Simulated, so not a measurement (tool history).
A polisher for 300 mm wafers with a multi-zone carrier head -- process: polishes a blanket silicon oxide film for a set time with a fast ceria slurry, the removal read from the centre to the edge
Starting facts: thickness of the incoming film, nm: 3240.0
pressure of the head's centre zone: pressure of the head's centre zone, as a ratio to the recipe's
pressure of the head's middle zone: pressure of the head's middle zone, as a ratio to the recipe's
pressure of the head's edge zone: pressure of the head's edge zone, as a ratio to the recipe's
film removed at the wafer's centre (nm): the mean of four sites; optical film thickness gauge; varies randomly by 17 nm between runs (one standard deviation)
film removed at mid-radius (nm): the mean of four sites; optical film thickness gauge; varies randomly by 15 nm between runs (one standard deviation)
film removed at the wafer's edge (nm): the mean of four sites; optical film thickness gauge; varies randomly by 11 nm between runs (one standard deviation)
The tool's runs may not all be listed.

run  hour  flow of slurry (ml/min)  pressure of the head's centre zone  pressure of the head's middle zone  pressure of the head's edge zone  polishing time (s)  film removed at the wafer's centre (nm)  film removed at mid-radius (nm)  film removed at the wafer's edge (nm)
  1   0.0                      255                                1.00                                1.00                              1.00                  65                                   1302.6                           1279.1                                 1329.8
  2   1.5                      280                                1.07                                1.05                              1.03                  68                                   1457.5                           1406.8                                 1416.1
  3   6.3                      280                                1.07                                1.01                              1.03                  68                                   1474.7                           1384.1                                 1419.8
  4  10.5                      280                                1.07                                1.01                              1.11                  68                                   1466.3                           1368.9                                 1458.9
  5  18.6                      280                                1.15                                1.01                              1.11                  68                                   1604.3                           1366.6                                 1486.3
  6  24.9                      305                                1.16                                1.05                              1.08                  70                                   1673.3                           1466.9                                 1498.4
  7  26.1                      320                                1.17                                1.07                              1.07                  72                                   1740.3                           1530.9                                 1542.8
  8  30.0                      330                                1.18                                1.09                              1.06                  73                                   1783.6                           1582.8                                 1554.0

Expected results for the next run?
  9  31.6                      335                                1.18                                1.10                              1.05                  74                                        ?                                ?                                      ?

Logged for run 9: film removed at the wafer's centre (nm) 1823.6, film removed at mid-radius (nm) 1604.4, film removed at the wafer's edge (nm) 1561.9.

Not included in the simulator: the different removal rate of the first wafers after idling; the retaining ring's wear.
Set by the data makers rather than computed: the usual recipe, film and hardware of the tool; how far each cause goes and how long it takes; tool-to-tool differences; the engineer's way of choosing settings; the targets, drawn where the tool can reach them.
